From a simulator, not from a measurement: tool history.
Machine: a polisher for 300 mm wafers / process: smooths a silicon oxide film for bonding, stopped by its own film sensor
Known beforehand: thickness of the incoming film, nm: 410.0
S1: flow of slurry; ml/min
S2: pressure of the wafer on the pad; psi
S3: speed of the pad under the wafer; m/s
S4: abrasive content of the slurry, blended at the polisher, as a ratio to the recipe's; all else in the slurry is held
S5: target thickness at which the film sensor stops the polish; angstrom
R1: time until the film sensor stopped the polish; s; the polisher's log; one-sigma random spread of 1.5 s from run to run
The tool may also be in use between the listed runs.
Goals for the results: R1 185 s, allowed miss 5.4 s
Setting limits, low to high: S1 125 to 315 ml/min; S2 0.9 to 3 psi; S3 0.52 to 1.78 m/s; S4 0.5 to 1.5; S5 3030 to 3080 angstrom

| run | hour | S1 | S2 | S3 | S4 | S5 | R1 |
|---|---|---|---|---|---|---|---|
| 1 | 0 | 205 | 1.9 | 1.14 | 1 | 3080 | 147.21 |
| 2 | 2.7 | 200 | 1.8 | 1.14 | 1 | 3080 | 149.25 |
| 3 | 8.7 | 200 | 1.7 | 1.14 | 1 | 3080 | 157.77 |
| 4 | 15 | 200 | 1.7 | 1.36 | 1 | 3080 | 135.27 |
|  | 17.8 | slurry blender recalibrated |
| 5 | 17.8 | 200 | 1.7 | 1.36 | 1.2 | 3080 | 112.24 |
| 6 | 21.2 | 200 | 1.5 | 1.32 | 1.2 | 3080 | 123.88 |
| 7 | 23.8 | 200 | 1.3 | 1.26 | 1.2 | 3080 | 142.54 |
| 8 | 31.7 | 200 | 1.2 | 1.22 | 1.2 | 3080 | 151.05 |
| 9 | 36.1 | 200 | 1.1 | 1.2 | 1.2 | 3080 | 157.3 |
| 10 | 38.2 | 200 | 1 | 1.16 | 1.2 | 3080 | 173.68 |

Below are 5 possible settings for the next run. Only one of them brings all results inside the allowed miss of their targets. Which is it?
| A | 40.3 | 185 | 1 | 1.28 | 1.1 | 3060 | ? |
| B | 40.3 | 195 | 0.9 | 1.08 | 1.2 | 3070 | ? |
| C | 40.3 | 235 | 0.9 | 1.24 | 1.05 | 3040 | ? |
| D | 40.3 | 165 | 1.6 | 0.98 | 1.2 | 3080 | ? |
| E | 40.3 | 210 | 0.9 | 1.06 | 1.15 | 3060 | ? |

| move | R1 |
|---|---|
| A | 169.59 |
| B | 194.35 |
| C | 184.5 |
| D | 157.99 |
| E | 200.68 |
A: further off than the last run
B: takes the result that was furthest off past its target
C: all results in spec
D: further off than the last run
E: takes the result that was furthest off past its target
Answer: C

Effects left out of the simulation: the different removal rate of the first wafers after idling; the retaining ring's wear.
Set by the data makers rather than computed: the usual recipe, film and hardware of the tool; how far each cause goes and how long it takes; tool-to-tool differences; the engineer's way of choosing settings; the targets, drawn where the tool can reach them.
